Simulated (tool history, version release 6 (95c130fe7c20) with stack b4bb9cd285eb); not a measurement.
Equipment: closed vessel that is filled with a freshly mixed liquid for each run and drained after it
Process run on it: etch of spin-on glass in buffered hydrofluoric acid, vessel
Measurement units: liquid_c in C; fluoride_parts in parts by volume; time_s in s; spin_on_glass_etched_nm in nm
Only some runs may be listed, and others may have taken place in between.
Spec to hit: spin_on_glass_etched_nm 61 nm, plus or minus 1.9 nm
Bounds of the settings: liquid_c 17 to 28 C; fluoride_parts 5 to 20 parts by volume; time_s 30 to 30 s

run	day	liquid_c	fluoride_parts	time_s	spin_on_glass_etched_nm
1	0	20	12	30	48.756
2	0.083	21	12	30	50.978
3	0.383	21	12	30	52.204
4	0.517	21	8.5	30	68.888
5	0.742	24	8.5	30	82.293
6	1.033	24	8.5	30	82.187
7	1.083	22.5	8.5	30	75.229
8	1.433	21.5	8.5	30	71.506
9	1.612	20.5	8.5	30	66.28
# day 1.788: thermometer replaced
10	1.788	20.5	8.5	30	74.235
11	1.983	19.5	9	30	65.753
12	2.025	19	9	30	64.131

Which one of the following 4 next-run settings gets every result inside its allowed miss? There is exactly one.
A	2.067	17.5	8	30	?
B	2.067	17	8.5	30	?
C	2.067	18	8.5	30	?
D	2.067	18.5	8.5	30	?

move	spin_on_glass_etched_nm
A	66.403
B	60.429
C	63.967
D	65.804
A: lands further from the targets than the last run did
B: in spec on every target
C: better than the last run, though not everything is in spec
D: lands further from the targets than the last run did
Move B is the one to make.

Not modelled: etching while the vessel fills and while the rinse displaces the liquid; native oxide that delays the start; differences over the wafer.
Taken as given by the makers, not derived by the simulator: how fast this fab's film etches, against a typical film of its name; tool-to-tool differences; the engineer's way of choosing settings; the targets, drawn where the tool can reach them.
